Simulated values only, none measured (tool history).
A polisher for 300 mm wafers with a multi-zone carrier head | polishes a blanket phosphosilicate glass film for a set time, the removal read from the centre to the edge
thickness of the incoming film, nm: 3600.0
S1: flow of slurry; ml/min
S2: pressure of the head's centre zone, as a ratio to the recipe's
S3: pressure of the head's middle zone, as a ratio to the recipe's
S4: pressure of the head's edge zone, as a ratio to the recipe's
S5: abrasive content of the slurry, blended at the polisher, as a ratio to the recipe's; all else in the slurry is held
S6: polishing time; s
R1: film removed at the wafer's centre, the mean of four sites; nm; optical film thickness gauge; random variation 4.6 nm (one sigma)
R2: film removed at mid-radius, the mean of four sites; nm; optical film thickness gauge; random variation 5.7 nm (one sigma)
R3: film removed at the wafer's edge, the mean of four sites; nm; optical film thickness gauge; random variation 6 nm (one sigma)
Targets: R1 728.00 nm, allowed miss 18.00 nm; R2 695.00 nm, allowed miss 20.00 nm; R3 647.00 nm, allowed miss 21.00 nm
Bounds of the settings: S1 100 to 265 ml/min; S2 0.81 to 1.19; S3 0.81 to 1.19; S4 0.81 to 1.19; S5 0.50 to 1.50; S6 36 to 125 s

Run 1, day 0.000: S1 170 ml/min, S2 1.00, S3 1.00, S4 1.00, S5 1.00, S6 80 s. Result: R1 738.36 nm, R2 743.05 nm, R3 759.69 nm.
Run 2, day 0.096: S1 165 ml/min, S2 1.01, S3 1.00, S4 0.96, S5 1.00, S6 80 s. Result: R1 740.35 nm, R2 743.90 nm, R3 730.49 nm.
Run 3, day 0.438: S1 160 ml/min, S2 1.02, S3 0.99, S4 0.94, S5 1.00, S6 80 s. Result: R1 745.85 nm, R2 740.51 nm, R3 723.62 nm.
Run 4, day 0.812: S1 195 ml/min, S2 1.02, S3 0.99, S4 0.94, S5 1.00, S6 80 s. Result: R1 772.27 nm, R2 751.39 nm, R3 723.43 nm.
Run 5, day 1.162: S1 190 ml/min, S2 1.02, S3 0.98, S4 0.92, S5 1.00, S6 80 s. Result: R1 765.99 nm, R2 737.84 nm, R3 732.26 nm.
Run 6, day 1.475: S1 190 ml/min, S2 1.02, S3 1.05, S4 0.92, S5 1.00, S6 80 s. Result: R1 765.83 nm, R2 793.62 nm, R3 728.94 nm.
Run 7, day 1.750: S1 180 ml/min, S2 1.03, S3 1.03, S4 0.90, S5 1.00, S6 80 s. Result: R1 775.18 nm, R2 776.48 nm, R3 709.13 nm.
Run 8, day 2.000: S1 170 ml/min, S2 1.03, S3 1.01, S4 0.88, S5 1.00, S6 80 s. Result: R1 776.88 nm, R2 764.12 nm, R3 714.01 nm.
Run 9, day 2.217: S1 170 ml/min, S2 1.03, S3 1.01, S4 0.87, S5 0.95, S6 80 s. Result: R1 739.99 nm, R2 740.93 nm, R3 678.36 nm.
Run 10, day 2.325: S1 165 ml/min, S2 1.03, S3 1.00, S4 0.86, S5 0.95, S6 80 s. Result: R1 746.90 nm, R2 729.91 nm, R3 684.95 nm.
Run 11, day 2.375: S1 145 ml/min, S2 1.05, S3 1.00, S4 0.81, S5 0.85, S6 80 s. Result: R1 699.57 nm, R2 670.81 nm, R3 622.97 nm.
Run 12, day 2.488: S1 150 ml/min, S2 1.05, S3 1.00, S4 0.82, S5 0.85, S6 80 s. Result: R1 705.53 nm, R2 667.65 nm, R3 611.88 nm.
Run 13, day 2.675: S1 155 ml/min, S2 1.05, S3 1.00, S4 0.83, S5 0.85, S6 80 s. Result: R1 705.55 nm, R2 678.35 nm, R3 635.18 nm.
Run 14, day 2.804: S1 160 ml/min, S2 1.05, S3 1.00, S4 0.83, S5 0.85, S6 80 s. Result: R1 707.86 nm, R2 680.51 nm, R3 617.87 nm.
Run 15, day 2.929: S1 160 ml/min, S2 1.05, S3 1.00, S4 0.84, S5 0.85, S6 80 s. Result: R1 707.47 nm, R2 685.92 nm, R3 634.53 nm.

Which of these 4 next moves meets every target?
Run A, day 3.054: S1 175 ml/min, S2 1.05, S3 1.08, S4 0.86, S5 0.85, S6 75 s. Result: R1 ?, R2 ?, R3 ?.
Run B, day 3.054: S1 195 ml/min, S2 1.09, S3 1.06, S4 0.81, S5 0.90, S6 74 s. Result: R1 ?, R2 ?, R3 ?.
Run C, day 3.054: S1 185 ml/min, S2 1.05, S3 1.01, S4 0.81, S5 0.90, S6 74 s. Result: R1 ?, R2 ?, R3 ?.
Run D, day 3.054: S1 135 ml/min, S2 1.09, S3 1.03, S4 0.89, S5 0.60, S6 102 s. Result: R1 ?, R2 ?, R3 ?.

move      R1      R2      R3
   A  674.42  688.99  607.40
   B  724.82  700.49  610.51
   C  692.11  667.61  607.65
   D  732.84  696.44  656.51
A: further off than the last run
B: brings the result that was furthest off to its target, and leaves another outside
C: further off than the last run
D: meets every target
The right move is D.
